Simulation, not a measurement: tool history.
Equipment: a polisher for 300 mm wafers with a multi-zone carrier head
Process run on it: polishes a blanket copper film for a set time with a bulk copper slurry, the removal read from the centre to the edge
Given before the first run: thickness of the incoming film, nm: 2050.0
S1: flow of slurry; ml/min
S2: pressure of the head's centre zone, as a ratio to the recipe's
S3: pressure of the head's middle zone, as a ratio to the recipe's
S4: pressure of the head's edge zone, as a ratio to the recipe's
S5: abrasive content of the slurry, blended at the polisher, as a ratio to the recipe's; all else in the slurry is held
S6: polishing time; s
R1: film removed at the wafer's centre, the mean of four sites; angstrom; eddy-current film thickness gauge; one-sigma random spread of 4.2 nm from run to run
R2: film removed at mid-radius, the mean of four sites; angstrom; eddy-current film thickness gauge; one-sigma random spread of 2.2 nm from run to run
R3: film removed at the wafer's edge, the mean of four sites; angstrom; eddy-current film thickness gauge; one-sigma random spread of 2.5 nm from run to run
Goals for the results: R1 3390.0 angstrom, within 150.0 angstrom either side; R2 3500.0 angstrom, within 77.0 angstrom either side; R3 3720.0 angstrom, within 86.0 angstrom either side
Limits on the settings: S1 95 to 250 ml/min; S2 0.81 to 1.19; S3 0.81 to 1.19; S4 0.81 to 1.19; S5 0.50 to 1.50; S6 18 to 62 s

| run | day | S1 | S2 | S3 | S4 | S5 | S6 | R1 | R2 | R3 |
|---|---|---|---|---|---|---|---|---|---|---|
| 1 | 0.000 | 160 | 1.00 | 1.00 | 1.00 | 1.00 | 40 | 2717.3 | 2797.8 | 2781.5 |
| 2 | 0.358 | 160 | 1.00 | 1.00 | 1.00 | 1.00 | 32 | 2145.9 | 2219.6 | 2184.6 |
| 3 | 0.517 | 165 | 1.00 | 1.00 | 1.03 | 1.10 | 34 | 2364.2 | 2454.0 | 2450.7 |
| 4 | 0.838 | 165 | 1.07 | 1.00 | 1.03 | 1.10 | 34 | 2560.3 | 2438.9 | 2428.6 |
| 5 | 1.158 | 170 | 1.06 | 1.00 | 1.05 | 1.15 | 35 | 2627.6 | 2569.1 | 2575.1 |
| 6 | 1.504 | 170 | 1.06 | 0.95 | 1.05 | 1.15 | 35 | 2586.0 | 2444.6 | 2600.9 |
| 7 | 1.829 | 175 | 1.06 | 0.96 | 1.07 | 1.20 | 36 | 2685.4 | 2576.6 | 2734.0 |
| 8 | 1.938 | 180 | 1.06 | 0.97 | 1.09 | 1.25 | 37 | 2916.4 | 2727.5 | 2841.2 |
| 9 | 1.971 | 180 | 1.04 | 0.97 | 1.10 | 1.30 | 38 | 2961.0 | 2785.8 | 2973.3 |
| 10 | 2.083 | 185 | 1.02 | 0.98 | 1.11 | 1.35 | 39 | 3015.2 | 2932.7 | 3083.2 |
| 11 | 2.221 | 205 | 0.97 | 0.99 | 1.19 | 1.50 | 45 | 3367.7 | 3563.9 | 3823.1 |

5 next moves are on the table. One of them brings every result within its allowed miss. Which?
| A | 2.358 | 180 | 0.97 | 0.97 | 1.10 | 1.50 | 46 | ? | ? | ? |
| B | 2.358 | 235 | 1.02 | 0.99 | 1.13 | 1.40 | 42 | ? | ? | ? |
| C | 2.358 | 205 | 1.14 | 0.95 | 1.11 | 1.50 | 43 | ? | ? | ? |
| D | 2.358 | 215 | 1.07 | 0.98 | 1.14 | 1.45 | 45 | ? | ? | ? |
| E | 2.358 | 230 | 0.96 | 1.02 | 1.17 | 1.50 | 44 | ? | ? | ? |

| move | R1 | R2 | R3 |
|---|---|---|---|
| A | 3302.1 | 3495.5 | 3683.4 |
| B | 3260.4 | 3324.1 | 3455.5 |
| C | 3707.7 | 3275.9 | 3513.9 |
| D | 3643.9 | 3516.7 | 3716.3 |
| E | 3259.0 | 3619.8 | 3735.8 |
A: in spec on every target
B: takes the biggest miss from the last run beyond its target
C: takes the biggest miss from the last run beyond its target
D: the furthest-off result lands on target, but another misses its tolerance
E: the furthest-off result lands on target, but another misses its tolerance
Move A is the one to make.

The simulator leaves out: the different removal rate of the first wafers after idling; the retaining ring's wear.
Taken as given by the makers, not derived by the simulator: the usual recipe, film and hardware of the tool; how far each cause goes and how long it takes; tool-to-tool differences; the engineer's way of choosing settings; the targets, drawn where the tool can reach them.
